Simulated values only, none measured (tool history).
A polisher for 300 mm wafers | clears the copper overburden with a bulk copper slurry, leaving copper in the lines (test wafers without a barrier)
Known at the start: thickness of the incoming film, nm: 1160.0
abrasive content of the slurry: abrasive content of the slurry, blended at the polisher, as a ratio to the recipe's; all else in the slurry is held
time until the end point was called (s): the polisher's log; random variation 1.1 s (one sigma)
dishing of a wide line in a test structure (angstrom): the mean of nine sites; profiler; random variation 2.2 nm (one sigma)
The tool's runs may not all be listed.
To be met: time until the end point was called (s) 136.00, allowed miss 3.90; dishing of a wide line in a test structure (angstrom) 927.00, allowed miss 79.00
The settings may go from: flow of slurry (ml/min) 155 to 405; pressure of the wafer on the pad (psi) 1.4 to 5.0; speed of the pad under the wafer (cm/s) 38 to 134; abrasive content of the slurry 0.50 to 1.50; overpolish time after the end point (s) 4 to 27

run,hour,flow of slurry (ml/min),pressure of the wafer on the pad (psi),speed of the pad under the wafer (cm/s),abrasive content of the slurry,overpolish time after the end point (s),time until the end point was called (s),dishing of a wide line in a test structure (angstrom)
1,0.0,260,3.2,86,1.00,14,163.91,623.80
2,3.3,260,3.2,86,1.00,9,163.69,425.99
3,10.2,260,3.4,86,1.00,12,157.49,567.23
4,18.2,260,3.4,86,1.15,12,151.11,595.81
5,21.1,265,3.5,86,1.15,14,148.06,664.28
6,27.7,265,3.0,86,1.15,14,164.86,633.37
7,31.5,270,3.2,86,1.15,15,157.43,650.52
8,38.0,270,3.4,86,1.15,16,150.49,714.11
9,44.2,270,3.5,86,1.15,17,147.95,759.70

4 next moves are on the table. One of them brings every result within its allowed miss. Which?
A,50.4,245,4.3,86,1.10,17,?,?
B,50.4,255,4.1,80,1.25,20,?,?
C,50.4,250,4.1,88,1.15,19,?,?
D,50.4,250,3.5,80,1.10,27,?,?

move,time until the end point was called (s),dishing of a wide line in a test structure (angstrom)
A,126.80,849.94
B,137.04,891.70
C,127.69,902.27
D,159.60,952.16
A: takes the result that was furthest off past its target
B: meets every target
C: takes the result that was furthest off past its target
D: further off than the last run
Move B is the one to make.
